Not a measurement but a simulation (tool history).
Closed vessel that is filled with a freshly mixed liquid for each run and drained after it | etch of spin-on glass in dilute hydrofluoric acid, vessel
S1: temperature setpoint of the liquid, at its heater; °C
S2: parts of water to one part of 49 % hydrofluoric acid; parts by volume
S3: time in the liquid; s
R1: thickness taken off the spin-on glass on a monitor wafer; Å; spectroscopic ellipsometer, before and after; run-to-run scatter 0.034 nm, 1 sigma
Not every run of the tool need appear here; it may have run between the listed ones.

| run | hour | S1 | S2 | S3 | R1 |
|---|---|---|---|---|---|
| 1 | 0.0 | 23.0 | 195 | 30 | 45.836 |
| 2 | 4.2 | 23.0 | 145 | 30 | 65.866 |
| 3 | 4.8 | 25.0 | 145 | 30 | 71.321 |
| 4 | 9.5 | 23.5 | 155 | 30 | 61.519 |
| 5 | 12.4 | 22.5 | 165 | 30 | 56.066 |
| 6 | 18.5 | 22.5 | 165 | 30 | 54.463 |
| 7 | 21.7 | 21.5 | 170 | 30 | 51.157 |
| 8 | 27.1 | 20.5 | 175 | 30 | 47.694 |
| 9 | 33.7 | 20.0 | 180 | 30 | 45.301 |
| 10 | 41.6 | 20.0 | 180 | 30 | 45.009 |
| 11 | 50.5 | 19.5 | 185 | 30 | 43.167 |
| 12 | 52.9 | 19.0 | 190 | 30 | 41.154 |
| 13 | 58.9 | 18.5 | 190 | 30 | 39.865 |

Run 14 comes next. What will it give?
| 14 | 61.9 | 18.0 | 190 | 30 | ? |

{"run 14": {"R1": 38.593}}
